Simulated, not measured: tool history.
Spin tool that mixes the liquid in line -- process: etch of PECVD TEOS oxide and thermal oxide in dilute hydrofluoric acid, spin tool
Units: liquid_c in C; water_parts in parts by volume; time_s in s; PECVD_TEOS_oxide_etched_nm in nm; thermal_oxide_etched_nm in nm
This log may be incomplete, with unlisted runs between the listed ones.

run	day	liquid_c	water_parts	time_s	PECVD_TEOS_oxide_etched_nm	thermal_oxide_etched_nm
1	0	24	115	180	16.815	7.2592
2	0.142	24	115	225	20.959	9.2759
3	0.196	22	135	225	16.093	7.0878
4	0.329	20.5	150	225	13.535	5.9204
5	0.517	20.5	110	225	19.305	8.4589
6	0.646	19.5	110	225	18.77	8.1466
7	0.675	19	135	225	14.685	6.3283
8	0.858	18.5	155	225	11.915	5.2825
9	1.146	18	165	225	10.879	4.7946
10	1.442	17.5	175	225	9.93	4.3928
11	1.538	17.5	185	225	9.4887	4.1391

What will run 12 give?
12	1.758	17.5	190	225	?	?

PECVD_TEOS_oxide_etched_nm: 8.9999 nm
thermal_oxide_etched_nm: 3.9743 nm
